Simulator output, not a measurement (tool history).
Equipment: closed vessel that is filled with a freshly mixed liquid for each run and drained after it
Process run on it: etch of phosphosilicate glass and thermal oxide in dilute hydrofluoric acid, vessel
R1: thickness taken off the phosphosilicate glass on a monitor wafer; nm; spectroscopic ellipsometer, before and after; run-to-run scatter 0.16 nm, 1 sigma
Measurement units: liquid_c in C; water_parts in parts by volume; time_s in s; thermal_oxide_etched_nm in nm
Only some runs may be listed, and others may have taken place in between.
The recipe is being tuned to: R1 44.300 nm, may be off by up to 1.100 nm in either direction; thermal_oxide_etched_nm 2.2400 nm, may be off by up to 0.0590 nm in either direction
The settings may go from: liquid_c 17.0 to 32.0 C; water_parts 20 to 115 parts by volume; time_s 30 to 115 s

Run 1, day 0.000: liquid_c 24.0 C, water_parts 65 parts by volume, time_s 60 s. Result: R1 80.717 nm, thermal_oxide_etched_nm 4.1119 nm.
Run 2, day 0.267: liquid_c 26.5 C, water_parts 65 parts by volume, time_s 60 s. Result: R1 89.159 nm, thermal_oxide_etched_nm 4.5010 nm.
Run 3, day 0.562: liquid_c 26.5 C, water_parts 65 parts by volume, time_s 70 s. Result: R1 105.480 nm, thermal_oxide_etched_nm 5.2424 nm.
Run 4, day 0.804: liquid_c 27.5 C, water_parts 65 parts by volume, time_s 70 s. Result: R1 109.440 nm, thermal_oxide_etched_nm 5.4800 nm.
Run 5, day 0.883: liquid_c 24.5 C, water_parts 75 parts by volume, time_s 70 s. Result: R1 82.488 nm, thermal_oxide_etched_nm 4.1706 nm.
Run 6, day 1.167: liquid_c 27.0 C, water_parts 75 parts by volume, time_s 70 s. Result: R1 91.574 nm, thermal_oxide_etched_nm 4.6238 nm.
Run 7, day 1.283: liquid_c 24.0 C, water_parts 80 parts by volume, time_s 70 s. Result: R1 75.085 nm, thermal_oxide_etched_nm 3.8024 nm.
Run 8, day 1.375: liquid_c 22.0 C, water_parts 85 parts by volume, time_s 70 s. Result: R1 64.883 nm, thermal_oxide_etched_nm 3.3143 nm.

Below are 4 possible settings for the next run. Only one of them brings all results inside the allowed miss of their targets. Which is it?
Run A, day 1.467: liquid_c 27.5 C, water_parts 115 parts by volume, time_s 50 s. Result: R1 ?, thermal_oxide_etched_nm ?.
Run B, day 1.467: liquid_c 18.0 C, water_parts 75 parts by volume, time_s 50 s. Result: R1 ?, thermal_oxide_etched_nm ?.
Run C, day 1.467: liquid_c 18.0 C, water_parts 80 parts by volume, time_s 50 s. Result: R1 ?, thermal_oxide_etched_nm ?.
Run D, day 1.467: liquid_c 24.5 C, water_parts 75 parts by volume, time_s 35 s. Result: R1 ?, thermal_oxide_etched_nm ?.

move      R1  thermal_oxide_etched_nm
   A  41.302                   2.0992
   B  44.898                   2.2819
   C  41.872                   2.1282
   D  41.322                   2.1002
A: moves the result that the last run missed by most past its target, out the other side
B: every result lands within tolerance
C: moves the result that the last run missed by most past its target, out the other side
D: moves the result that the last run missed by most past its target, out the other side
The right move is B.

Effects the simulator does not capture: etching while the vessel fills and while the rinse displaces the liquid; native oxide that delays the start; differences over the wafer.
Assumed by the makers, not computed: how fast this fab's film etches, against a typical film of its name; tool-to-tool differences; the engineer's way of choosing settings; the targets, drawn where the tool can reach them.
